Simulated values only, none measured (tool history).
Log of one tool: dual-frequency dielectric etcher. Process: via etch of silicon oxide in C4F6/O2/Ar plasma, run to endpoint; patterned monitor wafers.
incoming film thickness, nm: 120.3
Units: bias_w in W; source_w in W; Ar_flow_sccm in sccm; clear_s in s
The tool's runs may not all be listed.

{"run": 1, "hour": 0.0, "bias_w": 538, "source_w": 310, "Ar_flow_sccm": 252, "clear_s": 29.878}
{"run": 2, "hour": 2.0, "bias_w": 567, "source_w": 310, "Ar_flow_sccm": 252, "clear_s": 29.512}
{"run": 3, "hour": 5.3, "bias_w": 596, "source_w": 310, "Ar_flow_sccm": 252, "clear_s": 29.215}
{"run": 4, "hour": 13.1, "bias_w": 520, "source_w": 310, "Ar_flow_sccm": 252, "clear_s": 30.259}
{"run": 5, "hour": 21.7, "bias_w": 436, "source_w": 310, "Ar_flow_sccm": 252, "clear_s": 31.39}
{"run": 6, "hour": 23.4, "bias_w": 436, "source_w": 260, "Ar_flow_sccm": 252, "clear_s": 32.865}

Run 7 comes next. What will it give?
{"run": 7, "hour": 27.7, "bias_w": 507, "source_w": 280, "Ar_flow_sccm": 249, "clear_s": "?"}

Run 7 gave clear_s 31.118 s.
